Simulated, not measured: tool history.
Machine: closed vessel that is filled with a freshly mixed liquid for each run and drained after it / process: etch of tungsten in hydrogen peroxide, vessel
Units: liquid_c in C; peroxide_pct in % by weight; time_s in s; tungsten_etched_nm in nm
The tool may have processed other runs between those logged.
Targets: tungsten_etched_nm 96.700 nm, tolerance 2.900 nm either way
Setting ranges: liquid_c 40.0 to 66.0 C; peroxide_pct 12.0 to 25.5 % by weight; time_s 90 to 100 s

{"run": 1, "hour": 0.0, "liquid_c": 56.0, "peroxide_pct": 17.5, "time_s": 90, "tungsten_etched_nm": 139.87}
{"run": 2, "hour": 3.3, "liquid_c": 56.0, "peroxide_pct": 17.5, "time_s": 100, "tungsten_etched_nm": 152.13}
{"run": 3, "hour": 10.7, "liquid_c": 55.0, "peroxide_pct": 17.5, "time_s": 100, "tungsten_etched_nm": 144.11}
{"run": 4, "hour": 15.5, "liquid_c": 55.0, "peroxide_pct": 16.5, "time_s": 100, "tungsten_etched_nm": 140.2}
{"run": 5, "hour": 18.8, "liquid_c": 54.5, "peroxide_pct": 16.5, "time_s": 100, "tungsten_etched_nm": 139.99}
{"run": 6, "hour": 23.6, "liquid_c": 53.5, "peroxide_pct": 16.5, "time_s": 100, "tungsten_etched_nm": 131.33}
{"run": 7, "hour": 30.7, "liquid_c": 53.5, "peroxide_pct": 16.5, "time_s": 100, "tungsten_etched_nm": 128.92}
{"run": 8, "hour": 34.7, "liquid_c": 53.0, "peroxide_pct": 16.5, "time_s": 100, "tungsten_etched_nm": 126.58}
{"run": 9, "hour": 40.1, "liquid_c": 52.5, "peroxide_pct": 16.5, "time_s": 100, "tungsten_etched_nm": 121.14}
{"run": 10, "hour": 43.9, "liquid_c": 52.0, "peroxide_pct": 16.5, "time_s": 100, "tungsten_etched_nm": 119.01}
{"run": 11, "hour": 47.1, "liquid_c": 47.5, "peroxide_pct": 16.5, "time_s": 100, "tungsten_etched_nm": 89.797}

Below are 4 possible settings for the next run. Only one of them brings all results inside the allowed miss of their targets. Which is it?
{"run": "A", "hour": 50.3, "liquid_c": 48.0, "peroxide_pct": 17.5, "time_s": 100, "tungsten_etched_nm": "?"}
{"run": "B", "hour": 50.3, "liquid_c": 50.5, "peroxide_pct": 15.0, "time_s": 100, "tungsten_etched_nm": "?"}
{"run": "C", "hour": 50.3, "liquid_c": 49.5, "peroxide_pct": 18.5, "time_s": 100, "tungsten_etched_nm": "?"}
{"run": "D", "hour": 50.3, "liquid_c": 48.0, "peroxide_pct": 20.0, "time_s": 100, "tungsten_etched_nm": "?"}

move=A tungsten_etched_nm=95.669
move=B tungsten_etched_nm=103.270
move=C tungsten_etched_nm=107.890
move=D tungsten_etched_nm=102.270
A: each result inside its tolerance
B: the result that was furthest off in the last run now lies on the other side of its target
C: the result that was furthest off in the last run now lies on the other side of its target
D: the result that was furthest off in the last run now lies on the other side of its target
So the answer is move A, the one that meets all the targets.
